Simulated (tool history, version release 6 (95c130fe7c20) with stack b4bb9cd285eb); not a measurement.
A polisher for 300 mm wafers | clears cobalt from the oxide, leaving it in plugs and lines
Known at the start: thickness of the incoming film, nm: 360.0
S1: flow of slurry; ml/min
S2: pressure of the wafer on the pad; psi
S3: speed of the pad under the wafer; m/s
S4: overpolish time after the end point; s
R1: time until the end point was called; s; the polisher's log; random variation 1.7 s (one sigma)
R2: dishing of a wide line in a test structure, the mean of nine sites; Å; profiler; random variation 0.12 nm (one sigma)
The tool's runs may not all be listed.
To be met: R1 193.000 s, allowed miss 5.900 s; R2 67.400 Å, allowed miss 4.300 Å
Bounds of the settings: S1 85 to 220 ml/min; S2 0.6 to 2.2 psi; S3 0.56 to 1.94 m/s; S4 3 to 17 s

Run 1, day 0.000: S1 140 ml/min, S2 1.4 psi, S3 1.24 m/s, S4 9 s. Result: R1 72.014 s, R2 262.240 Å.
Run 2, day 0.183: S1 130 ml/min, S2 1.2 psi, S3 1.08 m/s, S4 7 s. Result: R1 97.030 s, R2 186.750 Å.
Run 3, day 0.392: S1 130 ml/min, S2 1.2 psi, S3 1.08 m/s, S4 10 s. Result: R1 97.106 s, R2 236.550 Å.
Run 4, day 0.538: S1 130 ml/min, S2 1.0 psi, S3 1.08 m/s, S4 10 s. Result: R1 116.360 s, R2 217.940 Å.
Run 5, day 0.888: S1 130 ml/min, S2 1.0 psi, S3 1.08 m/s, S4 13 s. Result: R1 118.190 s, R2 253.680 Å.
Run 6, day 1.154: S1 115 ml/min, S2 1.0 psi, S3 0.94 m/s, S4 10 s. Result: R1 138.340 s, R2 199.630 Å.
Run 7, day 1.488: S1 145 ml/min, S2 0.9 psi, S3 0.84 m/s, S4 8 s. Result: R1 157.530 s, R2 148.000 Å.
Run 8, day 1.750: S1 165 ml/min, S2 0.8 psi, S3 0.80 m/s, S4 7 s. Result: R1 184.180 s, R2 115.410 Å.
Run 9, day 1.825: S1 180 ml/min, S2 0.8 psi, S3 0.80 m/s, S4 6 s. Result: R1 181.830 s, R2 101.250 Å.
Run 10, day 2.108: S1 220 ml/min, S2 0.6 psi, S3 0.80 m/s, S4 3 s. Result: R1 234.840 s, R2 43.605 Å.
Run 11, day 2.225: S1 210 ml/min, S2 0.6 psi, S3 0.80 m/s, S4 3 s. Result: R1 236.440 s, R2 42.784 Å.
Run 12, day 2.438: S1 195 ml/min, S2 0.7 psi, S3 0.80 m/s, S4 3 s. Result: R1 204.300 s, R2 49.964 Å.
Run 13, day 2.667: S1 180 ml/min, S2 0.7 psi, S3 0.80 m/s, S4 3 s. Result: R1 204.310 s, R2 48.061 Å.
Run 14, day 2.758: S1 180 ml/min, S2 0.7 psi, S3 0.78 m/s, S4 3 s. Result: R1 209.840 s, R2 47.236 Å.
Run 15, day 2.883: S1 185 ml/min, S2 0.8 psi, S3 0.78 m/s, S4 7 s. Result: R1 184.340 s, R2 113.240 Å.
Run 16, day 2.971: S1 185 ml/min, S2 0.8 psi, S3 0.82 m/s, S4 7 s. Result: R1 174.740 s, R2 121.540 Å.
Run 17, day 3.029: S1 170 ml/min, S2 0.8 psi, S3 0.86 m/s, S4 7 s. Result: R1 168.770 s, R2 121.880 Å.
Run 18, day 3.171: S1 170 ml/min, S2 0.8 psi, S3 0.88 m/s, S4 6 s. Result: R1 164.470 s, R2 111.950 Å.
Run 19, day 3.479: S1 170 ml/min, S2 0.8 psi, S3 0.86 m/s, S4 5 s. Result: R1 172.180 s, R2 93.488 Å.
Run 20, day 3.812: S1 175 ml/min, S2 0.7 psi, S3 0.78 m/s, S4 3 s. Result: R1 210.330 s, R2 47.413 Å.

4 next moves are on the table. One of them brings every result within its allowed miss. Which?
Run A, day 4.146: S1 205 ml/min, S2 0.9 psi, S3 0.66 m/s, S4 4 s. Result: R1 ?, R2 ?.
Run B, day 4.146: S1 180 ml/min, S2 0.8 psi, S3 0.84 m/s, S4 3 s. Result: R1 ?, R2 ?.
Run C, day 4.146: S1 175 ml/min, S2 0.6 psi, S3 1.00 m/s, S4 5 s. Result: R1 ?, R2 ?.
Run D, day 4.146: S1 190 ml/min, S2 0.8 psi, S3 0.76 m/s, S4 5 s. Result: R1 ?, R2 ?.

move       R1      R2
   A  192.520  65.335
   B  174.110  54.981
   C  193.810  79.419
   D  190.190  80.762
A: meets every target
B: nearer than the last run, and not there yet
C: takes the result that was furthest off past its target
D: takes the result that was furthest off past its target
The right move is A.

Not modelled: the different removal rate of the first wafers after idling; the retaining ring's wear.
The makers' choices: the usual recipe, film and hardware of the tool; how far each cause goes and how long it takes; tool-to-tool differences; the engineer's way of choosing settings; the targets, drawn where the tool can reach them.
